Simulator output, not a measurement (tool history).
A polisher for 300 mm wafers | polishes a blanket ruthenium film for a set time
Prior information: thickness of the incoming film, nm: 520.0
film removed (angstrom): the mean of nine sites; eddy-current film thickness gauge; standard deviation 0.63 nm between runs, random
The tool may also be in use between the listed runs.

| run | hour | flow of slurry (ml/min) | pressure of the wafer on the pad (psi) | speed of the pad under the wafer (cm/s) | polishing time (s) | film removed (angstrom) |
|---|---|---|---|---|---|---|
| 1 | 0 | 315 | 1.5 | 96 | 99 | 678.8 |
| 2 | 8.2 | 315 | 1.1 | 96 | 99 | 494.88 |
| 3 | 9.3 | 315 | 1.3 | 96 | 99 | 589.08 |
| 4 | 15.1 | 315 | 1.4 | 96 | 99 | 626.8 |
| 5 | 18.7 | 315 | 1.5 | 96 | 99 | 672.46 |
| 6 | 19.7 | 315 | 1.6 | 96 | 99 | 707.41 |

What does the tool deliver on the next run?
| 7 | 28.4 | 315 | 1.7 | 96 | 99 | ? |

film removed (angstrom): 774.54
